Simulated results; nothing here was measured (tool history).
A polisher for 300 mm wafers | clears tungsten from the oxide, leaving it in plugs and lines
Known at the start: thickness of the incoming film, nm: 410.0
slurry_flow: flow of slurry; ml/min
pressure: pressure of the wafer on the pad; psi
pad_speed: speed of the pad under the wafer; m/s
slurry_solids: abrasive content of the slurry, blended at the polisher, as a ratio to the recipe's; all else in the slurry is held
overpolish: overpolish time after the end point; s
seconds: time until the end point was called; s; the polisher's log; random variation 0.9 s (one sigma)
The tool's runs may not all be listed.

run    day  slurry_flow  pressure  pad_speed  slurry_solids  overpolish  seconds
  1      0          285       4.1        1.2              1           6   74.157
  2    0.2          285       4.1        1.2              1           6   76.507
  3  0.392          285       3.2        1.2              1           6    93.85
  4  0.692          285       3.8       1.22              1           6   79.464
  5  1.012          285       4.2       1.24              1           6   69.552
  6  1.233          285       3.6       1.24              1           6   83.469
  7  1.438          285         4       1.26              1           6    73.97

Run 8 comes next. What will it give?
  8  1.55          285       4.3       1.28              1           6        ?

{"run 8": {"seconds": 66.125}}
